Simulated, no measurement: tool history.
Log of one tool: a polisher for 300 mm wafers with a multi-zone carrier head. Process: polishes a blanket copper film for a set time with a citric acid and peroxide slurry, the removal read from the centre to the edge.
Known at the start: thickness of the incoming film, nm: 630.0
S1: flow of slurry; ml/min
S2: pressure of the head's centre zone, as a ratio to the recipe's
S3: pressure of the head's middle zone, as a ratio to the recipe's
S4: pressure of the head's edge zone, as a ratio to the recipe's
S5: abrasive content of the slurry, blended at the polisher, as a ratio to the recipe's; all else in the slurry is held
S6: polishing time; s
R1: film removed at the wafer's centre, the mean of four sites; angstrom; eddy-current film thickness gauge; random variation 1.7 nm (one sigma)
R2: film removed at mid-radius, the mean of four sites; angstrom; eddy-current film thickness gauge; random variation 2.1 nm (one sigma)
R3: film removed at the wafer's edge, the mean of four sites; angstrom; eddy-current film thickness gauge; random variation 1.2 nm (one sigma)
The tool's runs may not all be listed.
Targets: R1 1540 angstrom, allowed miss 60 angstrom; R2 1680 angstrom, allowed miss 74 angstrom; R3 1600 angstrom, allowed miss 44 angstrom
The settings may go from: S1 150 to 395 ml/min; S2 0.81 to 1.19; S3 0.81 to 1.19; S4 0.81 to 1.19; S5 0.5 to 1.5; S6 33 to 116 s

run  hour   S1    S2    S3    S4    S5  S6      R1      R2      R3
  1     0  250     1     1     1     1  74  2301.1  2277.6  2254.7
  2   2.1  250     1     1     1     1  86  2663.1  2671.3  2652.4
  3   6.6  250     1     1  1.07     1  86  2704.5  2646.5  2775.6
  4   7.6  250  0.92     1  1.07     1  86  2503.3  2679.3  2761.1
  5   9.2  245  0.91  0.98  1.02  0.85  80  2188.2  2334.4  2348.4
  6  11.7  235  0.89  0.96  0.98  0.75  77  2007.6  2100.6  2174.9
  7  18.4  235  0.88  0.97  0.95   0.7  73  1816.6  2025.8  1990.1
  8  21.6  235  0.89  0.96  0.92  0.65  71  1746.2  1894.3  1857.9
  9  23.4  235  0.89  0.95  0.89   0.6  70  1717.1  1824.2  1771.7
 10  26.1  230  0.88  0.94  0.87  0.55  70  1622.9  1759.2  1702.4
 11  33.4  220  0.88  0.94  0.85  0.55  70  1624.3  1749.8  1667.1
 12  37.5  210  0.87  0.94  0.84  0.55  70  1579.4    1722  1628.1

5 next moves are on the table. One of them brings every result within its allowed miss. Which?
  A  41.6  200  0.91  0.81  0.86  0.65  68   ?   ?   ?
  B  41.6  180  0.91  0.86  0.83   0.8  65   ?   ?   ?
  C  41.6  260  0.89  0.97   0.9  0.65  61   ?   ?   ?
  D  41.6  190  0.81  1.06  0.93  0.75  64   ?   ?   ?
  E  41.6  200  0.85  1.02  0.83   0.7  65   ?   ?   ?

move      R1      R2      R3
   A  1706.9    1607  1698.4
   B  1697.9  1665.9  1672.7
   C  1563.3  1686.1  1594.6
   D  1497.6  1877.9  1710.8
   E  1570.5  1835.1  1628.8
A: further off than the last run
B: further off than the last run
C: meets every target
D: brings the result that was furthest off to its target, and leaves another outside
E: brings the result that was furthest off to its target, and leaves another outside
Move C is the one to make.
